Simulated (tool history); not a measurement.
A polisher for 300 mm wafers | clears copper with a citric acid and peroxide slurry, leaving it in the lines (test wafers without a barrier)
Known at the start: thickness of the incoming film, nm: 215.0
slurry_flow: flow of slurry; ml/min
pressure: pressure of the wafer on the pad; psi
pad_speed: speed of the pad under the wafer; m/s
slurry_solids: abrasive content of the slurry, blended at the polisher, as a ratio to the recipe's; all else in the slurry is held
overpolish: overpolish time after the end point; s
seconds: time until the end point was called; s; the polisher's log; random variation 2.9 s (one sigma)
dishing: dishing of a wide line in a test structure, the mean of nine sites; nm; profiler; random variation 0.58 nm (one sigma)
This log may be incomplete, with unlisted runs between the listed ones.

run 1 hour=0.0 | slurry_flow=145 pressure=2.2 pad_speed=1.16 slurry_solids=1.0 overpolish=24 | seconds=100.42 dishing=29.574
run 2 hour=7.6 | slurry_flow=145 pressure=2.0 pad_speed=1.14 slurry_solids=1.0 overpolish=27 | seconds=109.34 dishing=29.681
run 3 hour=10.0 | slurry_flow=145 pressure=2.0 pad_speed=1.14 slurry_solids=0.8 overpolish=27 | seconds=116.81 dishing=28.096
run 4 hour=18.9 | slurry_flow=145 pressure=1.8 pad_speed=1.12 slurry_solids=0.8 overpolish=30 | seconds=130.06 dishing=27.664
run 5 hour=21.2 | slurry_flow=145 pressure=1.7 pad_speed=1.10 slurry_solids=0.8 overpolish=32 | seconds=144.85 dishing=27.734
run 6 hour=28.8 | slurry_flow=145 pressure=1.7 pad_speed=1.10 slurry_solids=0.8 overpolish=33 | seconds=143.88 dishing=27.953

Forecast run 7:
run 7 hour=31.0 | slurry_flow=145 pressure=1.7 pad_speed=1.10 slurry_solids=0.8 overpolish=34 | seconds=? dishing=?

seconds: 137.71 s
dishing: 29.527 nm
